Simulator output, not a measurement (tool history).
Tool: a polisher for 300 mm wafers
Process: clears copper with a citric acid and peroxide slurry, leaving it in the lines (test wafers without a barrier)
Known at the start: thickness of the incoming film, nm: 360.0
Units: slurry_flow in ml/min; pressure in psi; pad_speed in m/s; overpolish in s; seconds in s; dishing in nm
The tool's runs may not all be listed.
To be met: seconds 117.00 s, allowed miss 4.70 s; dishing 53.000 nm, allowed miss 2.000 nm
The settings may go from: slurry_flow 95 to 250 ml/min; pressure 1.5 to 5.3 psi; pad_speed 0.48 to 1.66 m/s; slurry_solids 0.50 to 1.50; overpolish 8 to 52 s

{"run": 1, "hour": 0.0, "slurry_flow": 160, "pressure": 3.4, "pad_speed": 1.06, "slurry_solids": 1.0, "overpolish": 26, "seconds": 143.69, "dishing": 46.598}
{"run": 2, "hour": 0.9, "slurry_flow": 170, "pressure": 3.6, "pad_speed": 1.06, "slurry_solids": 1.0, "overpolish": 26, "seconds": 131.07, "dishing": 48.488}
{"run": 3, "hour": 6.8, "slurry_flow": 180, "pressure": 3.7, "pad_speed": 1.06, "slurry_solids": 1.0, "overpolish": 26, "seconds": 126.96, "dishing": 49.308}
{"run": 4, "hour": 13.6, "slurry_flow": 180, "pressure": 3.7, "pad_speed": 1.06, "slurry_solids": 1.15, "overpolish": 26, "seconds": 124.75, "dishing": 51.715}
{"run": 5, "hour": 14.2, "slurry_flow": 185, "pressure": 3.7, "pad_speed": 1.06, "slurry_solids": 1.15, "overpolish": 26, "seconds": 125.52, "dishing": 51.213}
{"run": 6, "hour": 20.1, "slurry_flow": 185, "pressure": 3.7, "pad_speed": 0.92, "slurry_solids": 1.15, "overpolish": 26, "seconds": 135.35, "dishing": 49.074}
{"run": 7, "hour": 28.5, "slurry_flow": 190, "pressure": 3.8, "pad_speed": 0.92, "slurry_solids": 1.15, "overpolish": 26, "seconds": 130.57, "dishing": 49.815}
{"run": 8, "hour": 29.2, "slurry_flow": 195, "pressure": 3.9, "pad_speed": 0.92, "slurry_solids": 1.15, "overpolish": 26, "seconds": 129.27, "dishing": 50.97}
{"run": 9, "hour": 33.5, "slurry_flow": 195, "pressure": 4.0, "pad_speed": 0.92, "slurry_solids": 1.15, "overpolish": 26, "seconds": 123.63, "dishing": 52.161}
{"run": 10, "hour": 37.2, "slurry_flow": 200, "pressure": 4.0, "pad_speed": 0.92, "slurry_solids": 1.15, "overpolish": 26, "seconds": 125.25, "dishing": 52.234}

4 next moves are on the table. One of them brings every result within its allowed miss. Which?
{"run": "A", "hour": 40.9, "slurry_flow": 205, "pressure": 4.1, "pad_speed": 0.66, "slurry_solids": 1.05, "overpolish": 30, "seconds": "?", "dishing": "?"}
{"run": "B", "hour": 40.9, "slurry_flow": 175, "pressure": 4.1, "pad_speed": 0.8, "slurry_solids": 1.05, "overpolish": 29, "seconds": "?", "dishing": "?"}
{"run": "C", "hour": 40.9, "slurry_flow": 205, "pressure": 4.2, "pad_speed": 0.94, "slurry_solids": 1.15, "overpolish": 25, "seconds": "?", "dishing": "?"}
{"run": "D", "hour": 40.9, "slurry_flow": 220, "pressure": 3.4, "pad_speed": 1.0, "slurry_solids": 1.45, "overpolish": 28, "seconds": "?", "dishing": "?"}

move=A seconds=147.11 dishing=52.616
move=B seconds=136.48 dishing=54.159
move=C seconds=117.15 dishing=54.360
move=D seconds=130.35 dishing=54.034
A: further off than the last run
B: further off than the last run
C: meets every target
D: further off than the last run
Move C is the one to make.
